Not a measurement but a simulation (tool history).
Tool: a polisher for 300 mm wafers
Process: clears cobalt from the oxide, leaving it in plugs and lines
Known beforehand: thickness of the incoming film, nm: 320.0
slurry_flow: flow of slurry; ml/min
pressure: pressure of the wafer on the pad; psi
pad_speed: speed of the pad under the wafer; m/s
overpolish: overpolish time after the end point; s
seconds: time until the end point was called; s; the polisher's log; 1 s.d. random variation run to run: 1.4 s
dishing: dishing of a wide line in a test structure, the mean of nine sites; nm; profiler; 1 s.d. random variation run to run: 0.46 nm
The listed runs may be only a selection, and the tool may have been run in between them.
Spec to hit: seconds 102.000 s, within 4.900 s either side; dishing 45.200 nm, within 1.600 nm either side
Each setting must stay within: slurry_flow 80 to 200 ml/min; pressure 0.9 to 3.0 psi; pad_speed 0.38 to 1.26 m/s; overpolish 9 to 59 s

| run | day | slurry_flow | pressure | pad_speed | overpolish | seconds | dishing |
|---|---|---|---|---|---|---|---|
| 1 | 0.000 | 130 | 1.9 | 0.82 | 30 | 74.834 | 45.433 |
| 2 | 0.175 | 130 | 1.9 | 0.98 | 30 | 65.153 | 46.244 |
| 3 | 0.250 | 130 | 1.7 | 0.96 | 32 | 73.356 | 46.906 |
| 4 | 0.404 | 130 | 1.5 | 0.96 | 31 | 81.902 | 44.537 |
| 5 | 0.554 | 155 | 1.5 | 0.96 | 31 | 79.394 | 45.395 |
| 6 | 0.612 | 155 | 1.4 | 0.96 | 33 | 84.675 | 44.924 |
| 7 | 0.767 | 155 | 1.3 | 0.96 | 35 | 88.910 | 45.954 |
|  | 0.854 | head pressure recalibrated |
| 8 | 0.854 | 155 | 1.2 | 0.96 | 35 | 87.721 | 45.334 |

Which of these 4 next moves meets every target?
| A | 0.942 | 125 | 0.9 | 1.02 | 59 | ? | ? |
| B | 0.942 | 155 | 1.2 | 0.84 | 39 | ? | ? |
| C | 0.942 | 155 | 1.1 | 1.00 | 49 | ? | ? |
| D | 0.942 | 150 | 1.5 | 0.98 | 34 | ? | ? |

| move | seconds | dishing |
|---|---|---|
| A | 115.160 | 47.452 |
| B | 99.935 | 45.156 |
| C | 92.852 | 47.397 |
| D | 70.722 | 46.543 |
A: pushes the last run's worst result past its target
B: every result lands within tolerance
C: moves toward the targets from the last run without getting all of them in spec
D: further off than the last run
The right move is B.
